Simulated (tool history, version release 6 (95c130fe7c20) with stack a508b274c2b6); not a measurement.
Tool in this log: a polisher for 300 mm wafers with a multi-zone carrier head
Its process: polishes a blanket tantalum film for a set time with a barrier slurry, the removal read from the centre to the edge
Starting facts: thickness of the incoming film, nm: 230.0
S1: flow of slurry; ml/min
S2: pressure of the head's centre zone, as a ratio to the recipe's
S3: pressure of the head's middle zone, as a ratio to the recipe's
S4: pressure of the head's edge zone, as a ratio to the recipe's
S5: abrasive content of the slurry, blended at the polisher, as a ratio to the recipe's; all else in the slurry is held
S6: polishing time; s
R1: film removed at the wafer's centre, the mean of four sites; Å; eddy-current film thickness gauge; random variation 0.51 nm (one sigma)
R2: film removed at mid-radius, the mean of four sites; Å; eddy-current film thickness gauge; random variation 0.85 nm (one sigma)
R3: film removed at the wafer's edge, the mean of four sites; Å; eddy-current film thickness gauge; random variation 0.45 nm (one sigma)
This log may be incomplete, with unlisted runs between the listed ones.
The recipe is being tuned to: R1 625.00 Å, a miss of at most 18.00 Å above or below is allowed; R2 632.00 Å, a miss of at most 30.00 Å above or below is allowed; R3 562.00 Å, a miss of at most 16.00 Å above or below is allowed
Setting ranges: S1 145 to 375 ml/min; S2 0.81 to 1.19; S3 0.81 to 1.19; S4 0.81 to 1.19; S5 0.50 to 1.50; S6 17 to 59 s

run,day,S1,S2,S3,S4,S5,S6,R1,R2,R3
1,0.000,240,1.00,1.00,1.00,1.00,38,774.59,794.15,773.11
2,0.038,240,1.00,1.06,1.00,1.00,38,772.09,833.81,775.24
3,0.225,240,1.00,1.05,0.97,0.90,37,732.78,799.49,723.43
4,0.500,240,1.00,1.03,0.95,0.85,36,701.84,728.27,695.73
5,0.683,240,1.01,1.04,0.93,0.80,35,691.38,715.53,659.07
6,0.812,235,1.01,1.04,0.91,0.75,35,680.81,718.64,638.14
7,0.838,230,1.01,1.03,0.89,0.70,35,676.65,703.73,631.12
8,1.083,230,1.01,1.03,0.88,0.65,35,652.13,696.38,606.27
9,1.446,225,1.01,1.02,0.87,0.65,35,665.31,679.16,618.65
10,1.529,225,1.01,1.02,0.86,0.60,35,656.07,677.34,594.58
11,1.783,220,1.01,1.01,0.85,0.60,35,646.96,661.71,591.39
12,2.071,215,1.01,1.01,0.84,0.60,35,644.79,668.94,593.33
13,2.346,210,1.02,1.00,0.83,0.55,35,640.70,640.82,578.95

4 candidate next runs follow, results not yet known. Just one meets every target within its allowed miss. Identify it.
A,2.621,205,1.01,1.11,0.81,0.65,33,?,?,?
B,2.621,175,1.05,1.04,0.86,0.60,33,?,?,?
C,2.621,190,1.08,1.05,0.81,0.50,35,?,?,?
D,2.621,150,1.05,0.96,0.84,0.55,37,?,?,?

move,R1,R2,R3
A,619.53,682.83,554.82
B,623.35,627.38,556.04
C,662.54,653.69,558.57
D,676.67,638.05,601.57
A: brings the last run's worst result on target, with another outside its allowed miss
B: all results land within tolerance of their targets
C: brings the last run's worst result on target, with another outside its allowed miss
D: moves away from the targets compared with the last run
The right move is B.
